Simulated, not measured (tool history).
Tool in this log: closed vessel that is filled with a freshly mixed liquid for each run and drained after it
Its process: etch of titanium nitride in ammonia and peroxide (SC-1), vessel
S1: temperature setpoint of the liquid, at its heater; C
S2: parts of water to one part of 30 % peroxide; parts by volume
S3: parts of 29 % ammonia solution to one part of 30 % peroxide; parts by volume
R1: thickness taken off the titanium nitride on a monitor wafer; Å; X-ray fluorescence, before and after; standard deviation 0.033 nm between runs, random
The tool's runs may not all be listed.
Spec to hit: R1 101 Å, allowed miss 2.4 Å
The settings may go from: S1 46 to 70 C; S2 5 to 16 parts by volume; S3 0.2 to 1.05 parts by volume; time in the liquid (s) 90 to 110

Run 1, hour 0: S1 62 C, S2 9 parts by volume, S3 0.55 parts by volume, time in the liquid (s) 110. Result: R1 239.26 Å.
Run 2, hour 3.7: S1 59 C, S2 9 parts by volume, S3 0.55 parts by volume, time in the liquid (s) 110. Result: R1 197.54 Å.
Run 3, hour 5.1: S1 59 C, S2 6 parts by volume, S3 0.55 parts by volume, time in the liquid (s) 110. Result: R1 241.08 Å.
Run 4, hour 5.8: S1 59 C, S2 8 parts by volume, S3 0.55 parts by volume, time in the liquid (s) 110. Result: R1 209.62 Å.
Run 5, hour 12.2: S1 63.5 C, S2 8 parts by volume, S3 0.55 parts by volume, time in the liquid (s) 110. Result: R1 281.45 Å.
Run 6, hour 20.4: S1 63.5 C, S2 8 parts by volume, S3 0.55 parts by volume, time in the liquid (s) 110. Result: R1 280.52 Å.
At hour 27.5: ammonia flow meter replaced.
Run 7, hour 27.5: S1 59.5 C, S2 8 parts by volume, S3 0.55 parts by volume, time in the liquid (s) 110. Result: R1 218.49 Å.
Run 8, hour 34.4: S1 56.5 C, S2 8 parts by volume, S3 0.55 parts by volume, time in the liquid (s) 110. Result: R1 178.84 Å.
Run 9, hour 40.7: S1 54.5 C, S2 8 parts by volume, S3 0.55 parts by volume, time in the liquid (s) 110. Result: R1 156.25 Å.
Run 10, hour 46.2: S1 53 C, S2 8 parts by volume, S3 0.55 parts by volume, time in the liquid (s) 110. Result: R1 140.88 Å.
Run 11, hour 50.1: S1 47 C, S2 8 parts by volume, S3 0.55 parts by volume, time in the liquid (s) 110. Result: R1 93.101 Å.
Run 12, hour 52.3: S1 47.5 C, S2 8 parts by volume, S3 0.55 parts by volume, time in the liquid (s) 110. Result: R1 96.46 Å.

Which of these 4 next moves meets every target?
Run A, hour 54.5: S1 47.5 C, S2 9 parts by volume, S3 0.6 parts by volume, time in the liquid (s) 105. Result: R1 ?.
Run B, hour 54.5: S1 48 C, S2 5.5 parts by volume, S3 0.5 parts by volume, time in the liquid (s) 95. Result: R1 ?.
Run C, hour 54.5: S1 47.5 C, S2 8 parts by volume, S3 0.35 parts by volume, time in the liquid (s) 110. Result: R1 ?.
Run D, hour 54.5: S1 49 C, S2 11 parts by volume, S3 0.5 parts by volume, time in the liquid (s) 110. Result: R1 ?.

move      R1
   A  87.809
   B  101.79
   C  89.048
   D  89.296
A: misses by more than the last run did
B: every result within its allowed miss
C: misses by more than the last run did
D: misses by more than the last run did
Move B is the one to make.

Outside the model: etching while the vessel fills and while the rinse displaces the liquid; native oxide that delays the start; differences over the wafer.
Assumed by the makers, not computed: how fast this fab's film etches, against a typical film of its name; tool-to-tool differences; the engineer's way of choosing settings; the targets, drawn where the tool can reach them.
